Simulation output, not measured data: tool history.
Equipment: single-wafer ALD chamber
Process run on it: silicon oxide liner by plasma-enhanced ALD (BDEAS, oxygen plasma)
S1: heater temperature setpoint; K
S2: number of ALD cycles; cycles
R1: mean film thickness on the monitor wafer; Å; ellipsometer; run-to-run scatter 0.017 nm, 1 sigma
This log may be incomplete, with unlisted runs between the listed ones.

run,hour,S1,S2,R1
1,0,588.15,39,40.64
2,9.1,588.15,42,44.3
3,17.4,588.15,41,43.089
4,26.5,588.15,40,42.204
5,31.5,588.15,44,46.593
6,34.7,588.15,43,45.197
7,38.3,588.15,42,44.216
8,41.1,588.15,41,42.788

Run 9 comes next. What will it give?
# hour 44.7: thermocouple changed; heater temperature recalibrated
9,44.7,588.15,40,?

{"run 9": {"R1": 41.28}}

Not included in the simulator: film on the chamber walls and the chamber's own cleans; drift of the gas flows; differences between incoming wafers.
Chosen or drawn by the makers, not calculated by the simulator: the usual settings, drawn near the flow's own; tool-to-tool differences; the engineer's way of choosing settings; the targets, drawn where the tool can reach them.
